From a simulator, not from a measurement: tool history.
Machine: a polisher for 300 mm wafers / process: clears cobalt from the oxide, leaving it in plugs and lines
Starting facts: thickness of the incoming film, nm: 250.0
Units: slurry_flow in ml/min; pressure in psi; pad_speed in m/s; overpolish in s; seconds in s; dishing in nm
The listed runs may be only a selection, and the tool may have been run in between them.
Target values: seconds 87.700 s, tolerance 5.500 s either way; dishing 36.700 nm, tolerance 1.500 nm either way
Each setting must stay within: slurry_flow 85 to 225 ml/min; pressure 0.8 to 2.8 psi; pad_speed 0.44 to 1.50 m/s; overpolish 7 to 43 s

Run 1, hour 0.0: slurry_flow 145 ml/min, pressure 1.8 psi, pad_speed 0.96 m/s, overpolish 22 s. Result: seconds 64.451 s, dishing 35.568 nm.
Run 2, hour 3.5: slurry_flow 145 ml/min, pressure 1.8 psi, pad_speed 0.96 m/s, overpolish 25 s. Result: seconds 66.663 s, dishing 36.652 nm.
Run 3, hour 11.7: slurry_flow 145 ml/min, pressure 1.5 psi, pad_speed 0.96 m/s, overpolish 25 s. Result: seconds 78.901 s, dishing 35.236 nm.
Run 4, hour 19.3: slurry_flow 145 ml/min, pressure 1.5 psi, pad_speed 0.96 m/s, overpolish 26 s. Result: seconds 79.063 s, dishing 36.329 nm.
Run 5, hour 27.4: slurry_flow 145 ml/min, pressure 1.9 psi, pad_speed 0.96 m/s, overpolish 26 s. Result: seconds 62.583 s, dishing 37.887 nm.
Run 6, hour 31.8: slurry_flow 175 ml/min, pressure 1.9 psi, pad_speed 0.96 m/s, overpolish 26 s. Result: seconds 61.092 s, dishing 37.504 nm.
Run 7, hour 33.4: slurry_flow 175 ml/min, pressure 1.8 psi, pad_speed 0.96 m/s, overpolish 27 s. Result: seconds 64.228 s, dishing 37.487 nm.
Run 8, hour 41.2: slurry_flow 175 ml/min, pressure 1.7 psi, pad_speed 0.96 m/s, overpolish 28 s. Result: seconds 67.481 s, dishing 37.524 nm.
Run 9, hour 46.4: slurry_flow 175 ml/min, pressure 1.6 psi, pad_speed 0.96 m/s, overpolish 29 s. Result: seconds 70.909 s, dishing 36.977 nm.
Run 10, hour 53.3: slurry_flow 175 ml/min, pressure 1.5 psi, pad_speed 0.96 m/s, overpolish 30 s. Result: seconds 74.694 s, dishing 37.339 nm.

4 candidate next runs follow, results not yet known. Just one meets every target within its allowed miss. Identify it.
Run A, hour 60.2: slurry_flow 195 ml/min, pressure 2.0 psi, pad_speed 0.88 m/s, overpolish 26 s. Result: seconds ?, dishing ?.
Run B, hour 60.2: slurry_flow 150 ml/min, pressure 1.7 psi, pad_speed 0.96 m/s, overpolish 30 s. Result: seconds ?, dishing ?.
Run C, hour 60.2: slurry_flow 165 ml/min, pressure 1.5 psi, pad_speed 0.82 m/s, overpolish 31 s. Result: seconds ?, dishing ?.
Run D, hour 60.2: slurry_flow 195 ml/min, pressure 1.7 psi, pad_speed 0.88 m/s, overpolish 29 s. Result: seconds ?, dishing ?.

move  seconds  dishing
   A   61.365   37.646
   B   68.967   37.845
   C   89.112   36.418
   D   71.850   37.430
A: the biggest miss grows against the last run
B: the biggest miss grows against the last run
C: all results in spec
D: the biggest miss grows against the last run
Go with C: it meets all targets.

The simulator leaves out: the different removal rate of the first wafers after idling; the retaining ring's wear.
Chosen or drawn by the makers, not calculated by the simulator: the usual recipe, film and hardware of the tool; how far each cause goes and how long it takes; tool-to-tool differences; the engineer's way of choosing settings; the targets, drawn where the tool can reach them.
